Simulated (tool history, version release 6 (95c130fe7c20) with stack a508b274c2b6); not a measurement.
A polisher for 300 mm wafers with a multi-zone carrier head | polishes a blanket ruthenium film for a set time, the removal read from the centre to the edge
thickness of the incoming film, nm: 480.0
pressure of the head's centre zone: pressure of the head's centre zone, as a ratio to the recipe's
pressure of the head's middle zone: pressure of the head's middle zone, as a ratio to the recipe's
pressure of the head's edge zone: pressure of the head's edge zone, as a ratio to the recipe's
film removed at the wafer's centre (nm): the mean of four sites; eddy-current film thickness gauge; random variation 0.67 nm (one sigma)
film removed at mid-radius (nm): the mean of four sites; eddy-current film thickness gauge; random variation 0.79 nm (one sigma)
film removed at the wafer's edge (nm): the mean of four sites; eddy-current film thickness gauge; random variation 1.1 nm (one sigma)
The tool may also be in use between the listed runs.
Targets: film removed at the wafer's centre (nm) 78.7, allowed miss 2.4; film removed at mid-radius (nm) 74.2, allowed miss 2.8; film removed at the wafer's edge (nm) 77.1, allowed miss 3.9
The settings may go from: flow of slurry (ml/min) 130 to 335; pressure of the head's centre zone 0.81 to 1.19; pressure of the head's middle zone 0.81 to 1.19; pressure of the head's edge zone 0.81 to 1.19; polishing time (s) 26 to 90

run    day  flow of slurry (ml/min)  pressure of the head's centre zone  pressure of the head's middle zone  pressure of the head's edge zone  polishing time (s)  film removed at the wafer's centre (nm)  film removed at mid-radius (nm)  film removed at the wafer's edge (nm)
  1      0                      215                                   1                                   1                                 1                  58                                    61.27                           60.755                                  60.19
  2   0.15                      215                                   1                                   1                                 1                  69                                   71.953                           71.996                                 69.238
  3  0.246                      240                                   1                                   1                                 1                  69                                   74.145                           73.324                                 69.912
  4  0.588                      245                                   1                                0.99                              1.04                  70                                   74.981                           74.227                                 71.487
  5  0.875                      215                                   1                                0.99                              1.04                  70                                   73.823                           71.961                                  71.42
  6  0.938                      215                                   1                                0.99                              1.04                  60                                   63.332                           63.395                                 61.631
  7  1.175                      195                                   1                                0.98                              1.05                  65                                   67.252                           66.123                                 65.663
  8    1.3                      195                                   1                                0.97                              1.08                  68                                   69.842                           68.332                                 68.622
     1.454  -- edge zone pressure recalibrated
  9  1.454                      200                                   1                                0.96                               1.1                  70                                   74.019                           70.314                                 75.783
 10  1.617                      210                                1.01                                0.97                               1.1                  70                                   74.362                           70.593                                 76.317

5 next moves are on the table. One of them brings every result within its allowed miss. Which?
  A  1.779                      205                                1.12                                0.88                              1.14                  69                                        ?                                ?                                      ?
  B  1.779                      235                                1.15                                0.93                              1.16                  67                                        ?                                ?                                      ?
  C  1.779                      160                                1.06                                0.97                              1.09                  72                                        ?                                ?                                      ?
  D  1.779                      205                                0.91                                0.97                              1.04                  73                                        ?                                ?                                      ?
  E  1.779                      200                                1.03                                0.96                              1.07                  74                                        ?                                ?                                      ?

move  film removed at the wafer's centre (nm)  film removed at mid-radius (nm)  film removed at the wafer's edge (nm)
   A                                   80.278                           65.561                                 75.397
   B                                   81.652                            67.96                                 74.812
   C                                   75.808                           70.969                                 74.582
   D                                   70.468                            75.31                                 76.592
   E                                    79.49                           75.341                                 78.362
A: brings the result that was furthest off to its target, and leaves another outside
B: takes the result that was furthest off past its target
C: nearer than the last run, and not there yet
D: further off than the last run
E: meets every target
Answer: E
